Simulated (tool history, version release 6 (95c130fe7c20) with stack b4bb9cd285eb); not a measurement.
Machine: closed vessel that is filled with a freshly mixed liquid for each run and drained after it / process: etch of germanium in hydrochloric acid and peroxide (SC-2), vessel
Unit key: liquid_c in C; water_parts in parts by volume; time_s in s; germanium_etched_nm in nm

run    day  liquid_c  water_parts  time_s  germanium_etched_nm
  1      0        63            8      30               163.91
  2  0.242        63         10.5      30               158.11
  3  0.325        63         13.5      30               151.19
  4  0.546      61.5         13.5      30               147.62
  5  0.642      61.5         13.5      30               146.82
  6  0.742        60         13.5      30               141.64

Run 7 has not been measured yet. What should we expect?
  7  1.05        59         13.5      30                    ?

germanium_etched_nm: 137.23 nm
